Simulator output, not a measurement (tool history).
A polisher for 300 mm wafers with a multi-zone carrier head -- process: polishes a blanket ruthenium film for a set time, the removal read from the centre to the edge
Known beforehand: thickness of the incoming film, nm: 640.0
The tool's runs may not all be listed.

run	hour	flow of slurry (ml/min)	pressure of the head's centre zone	pressure of the head's middle zone	pressure of the head's edge zone	polishing time (s)	film removed at the wafer's centre (angstrom)	film removed at mid-radius (angstrom)	film removed at the wafer's edge (angstrom)
1	0	125	1	1	1	42	314.14	323.01	337.98
2	4.1	110	1.01	0.94	1	34	257.09	246.87	269.58
3	11.2	100	1.01	0.9	1.04	29	215.53	192.53	234.52
4	13.8	95	1	0.88	1.03	27	189.85	173.98	210.87
5	18.1	90	1.01	0.86	1.03	26	184.72	165.73	204.85
6	25.1	90	1.01	0.86	0.95	26	184.48	164.6	198.13
7	26.4	85	1.01	0.84	0.95	26	178.69	159.81	192.85
8	34.8	85	1.01	0.84	0.95	26	180.56	158.14	195.89

The next listed run, before its measurement:
9	42.2	80	1.01	0.83	0.95	26	?	?	?

{"run 9": {"film removed at the wafer's centre (angstrom)": 173.57, "film removed at mid-radius (angstrom)": 158.32, "film removed at the wafer's edge (angstrom)": 194.33}}
